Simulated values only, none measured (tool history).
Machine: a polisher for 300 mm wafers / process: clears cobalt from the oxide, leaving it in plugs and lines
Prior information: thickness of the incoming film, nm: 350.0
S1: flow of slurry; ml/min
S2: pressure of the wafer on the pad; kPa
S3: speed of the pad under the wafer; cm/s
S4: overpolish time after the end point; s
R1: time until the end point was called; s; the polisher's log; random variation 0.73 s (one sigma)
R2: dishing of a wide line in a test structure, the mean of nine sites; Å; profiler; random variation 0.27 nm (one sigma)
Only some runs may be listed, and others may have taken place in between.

run  hour   S1    S2   S3  S4      R1      R2
  1   0.0  235   8.3  114  14  97.018  324.22
  2   8.8  235   8.3  114  12  96.519  294.26
  3  14.6  235  10.3  114  12  76.537  336.01
  4  20.9  235  10.3  110  10  80.813  288.62
  5  28.1  255  10.3  110  10  80.033  293.13
  6  31.8  255  10.3  110   8  79.685  246.25
  7  35.0  275  10.3  110   7  79.295  215.04
  8  39.8  340   9.0  110   4  89.136  125.66

What does the tool deliver on the next run?
  9  48.1  330  9.0  110   4   ?   ?

R1: 88.199 s
R2: 126.48 Å
